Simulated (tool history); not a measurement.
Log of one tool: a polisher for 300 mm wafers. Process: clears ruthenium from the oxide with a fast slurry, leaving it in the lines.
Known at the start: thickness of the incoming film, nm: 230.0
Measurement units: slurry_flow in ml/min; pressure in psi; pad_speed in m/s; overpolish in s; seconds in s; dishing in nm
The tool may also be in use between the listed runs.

{"run": 1, "hour": 0.0, "slurry_flow": 225, "pressure": 3.1, "pad_speed": 1.2, "slurry_solids": 1.0, "overpolish": 14, "seconds": 38.946, "dishing": 47.795}
{"run": 2, "hour": 1.5, "slurry_flow": 225, "pressure": 3.0, "pad_speed": 1.2, "slurry_solids": 1.0, "overpolish": 13, "seconds": 40.786, "dishing": 47.05}
{"run": 3, "hour": 9.4, "slurry_flow": 215, "pressure": 3.2, "pad_speed": 1.14, "slurry_solids": 0.95, "overpolish": 12, "seconds": 41.411, "dishing": 44.573}
{"run": 4, "hour": 12.1, "slurry_flow": 215, "pressure": 2.4, "pad_speed": 1.14, "slurry_solids": 0.95, "overpolish": 12, "seconds": 50.754, "dishing": 38.834}
{"run": 5, "hour": 17.5, "slurry_flow": 215, "pressure": 2.4, "pad_speed": 1.14, "slurry_solids": 1.1, "overpolish": 12, "seconds": 49.39, "dishing": 39.406}
{"run": 6, "hour": 18.8, "slurry_flow": 210, "pressure": 2.3, "pad_speed": 1.16, "slurry_solids": 1.15, "overpolish": 11, "seconds": 49.616, "dishing": 35.977}
{"run": 7, "hour": 27.0, "slurry_flow": 220, "pressure": 1.6, "pad_speed": 1.22, "slurry_solids": 1.4, "overpolish": 5, "seconds": 57.151, "dishing": 17.324}
{"run": 8, "hour": 32.8, "slurry_flow": 220, "pressure": 1.7, "pad_speed": 1.22, "slurry_solids": 1.35, "overpolish": 5, "seconds": 55.487, "dishing": 17.704}
{"run": 9, "hour": 39.0, "slurry_flow": 220, "pressure": 1.8, "pad_speed": 1.2, "slurry_solids": 1.3, "overpolish": 5, "seconds": 54.077, "dishing": 18.159}
{"run": 10, "hour": 44.1, "slurry_flow": 205, "pressure": 2.1, "pad_speed": 1.14, "slurry_solids": 1.2, "overpolish": 6, "seconds": 52.167, "dishing": 22.149}
{"run": 11, "hour": 47.5, "slurry_flow": 200, "pressure": 2.1, "pad_speed": 1.14, "slurry_solids": 1.2, "overpolish": 6, "seconds": 52.179, "dishing": 22.328}
{"run": 12, "hour": 49.5, "slurry_flow": 195, "pressure": 2.1, "pad_speed": 1.14, "slurry_solids": 1.2, "overpolish": 6, "seconds": 52.431, "dishing": 22.479}

Run 13 has not been measured yet. What should we expect?
{"run": 13, "hour": 56.9, "slurry_flow": 190, "pressure": 2.1, "pad_speed": 1.14, "slurry_solids": 1.2, "overpolish": 6, "seconds": "?", "dishing": "?"}

seconds: 54.262 s
dishing: 22.237 nm
